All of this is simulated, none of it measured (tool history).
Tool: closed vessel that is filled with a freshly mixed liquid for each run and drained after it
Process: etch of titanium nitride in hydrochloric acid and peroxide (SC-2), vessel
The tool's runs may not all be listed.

| run | hour | temperature setpoint of the liquid (°C) | parts of water to one part each of 37 % hydrochloric acid and 30 % peroxide (parts by volume) | time in the liquid (s) | thickness taken off the titanium nitride on a monitor wafer (nm) |
|---|---|---|---|---|---|
| 1 | 0 | 51 | 9.5 | 270 | 8.2887 |
| 2 | 6.3 | 51.5 | 9.5 | 270 | 8.6092 |
| 3 | 7.8 | 46.5 | 9.5 | 270 | 6.1585 |
| 4 | 12.4 | 39.5 | 9.5 | 270 | 3.7767 |
| 5 | 19.1 | 39.5 | 9.5 | 270 | 3.7393 |
| 6 | 26.8 | 39.5 | 6 | 270 | 5.3779 |
| 7 | 29 | 40.5 | 6 | 270 | 5.7637 |

Forecast run 8:
| 8 | 33 | 40.5 | 6 | 270 | ? |

thickness taken off the titanium nitride on a monitor wafer (nm): 5.7092
